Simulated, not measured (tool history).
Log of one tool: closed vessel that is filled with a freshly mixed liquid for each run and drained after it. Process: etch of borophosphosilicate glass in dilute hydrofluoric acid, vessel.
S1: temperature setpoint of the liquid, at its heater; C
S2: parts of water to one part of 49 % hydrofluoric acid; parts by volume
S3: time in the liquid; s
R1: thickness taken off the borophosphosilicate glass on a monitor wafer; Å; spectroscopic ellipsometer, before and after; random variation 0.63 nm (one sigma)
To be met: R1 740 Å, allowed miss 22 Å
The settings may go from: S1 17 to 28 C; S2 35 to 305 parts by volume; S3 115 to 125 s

run  hour    S1   S2   S3      R1
  1     0    20  170  115  340.24
  2   3.3  17.5  170  115  303.86
  3   6.9  19.5  170  115  333.59
  4  11.7    22  150  115  425.23
  5  12.8    22  150  125   463.5
  6  16.9  23.5  140  125  535.89
  7  22.6  24.5  135  125  578.95
  8  27.2  25.5  130  125  622.67
  9  32.6    26  125  125  669.08
 10    34  26.5  125  125  672.22
 11  39.7    27  125  125  687.07
 12  43.2  27.5  125  125  703.39

Which of these 4 next moves meets every target?
  A  46.7  28  120  115   ?
  B  46.7  28  130  125   ?
  C  46.7  28  120  125   ?
  D  46.7  27  125  125   ?

move      R1
   A  688.58
   B  681.97
   C  748.46
   D  687.51
A: further off than the last run
B: further off than the last run
C: meets every target
D: further off than the last run
Move C is the one to make.
